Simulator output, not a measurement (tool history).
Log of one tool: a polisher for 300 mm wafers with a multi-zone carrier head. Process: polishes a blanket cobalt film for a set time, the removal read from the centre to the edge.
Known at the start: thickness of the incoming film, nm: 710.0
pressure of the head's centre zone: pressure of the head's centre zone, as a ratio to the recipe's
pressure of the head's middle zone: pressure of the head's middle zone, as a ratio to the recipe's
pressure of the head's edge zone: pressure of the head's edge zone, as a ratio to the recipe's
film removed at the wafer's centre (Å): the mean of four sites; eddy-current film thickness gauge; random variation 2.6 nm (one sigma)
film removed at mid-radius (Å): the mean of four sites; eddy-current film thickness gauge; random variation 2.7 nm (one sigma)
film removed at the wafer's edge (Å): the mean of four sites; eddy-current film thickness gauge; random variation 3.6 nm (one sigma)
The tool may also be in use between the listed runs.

run,hour,flow of slurry (ml/min),pressure of the head's centre zone,pressure of the head's middle zone,pressure of the head's edge zone,polishing time (s),film removed at the wafer's centre (Å),film removed at mid-radius (Å),film removed at the wafer's edge (Å)
1,0,315,1,1,1,65,2643.3,2583.9,2522.8
2,3.8,320,1.02,0.99,1.03,66,2690.6,2587.8,2614.2
3,6.5,395,1.02,0.99,1.03,66,2675.6,2686.2,2598.9
4,14.9,380,1.04,0.98,1.05,67,2789.1,2729.5,2660.8
5,20.4,380,1.04,0.98,1.05,82,3466.5,3274.3,3236.7
6,26.1,380,1.04,0.98,1.12,82,3456.3,3241,3311.8
7,32.3,380,1.04,0.95,1.09,80,3376.2,3098.4,3253

The next listed run, before its measurement:
8,34.9,370,1.04,0.94,1.07,78,?,?,?

{"run 8": {"film removed at the wafer's centre (Å)": 3294.9, "film removed at mid-radius (Å)": 3049.2, "film removed at the wafer's edge (Å)": 3096.3}}
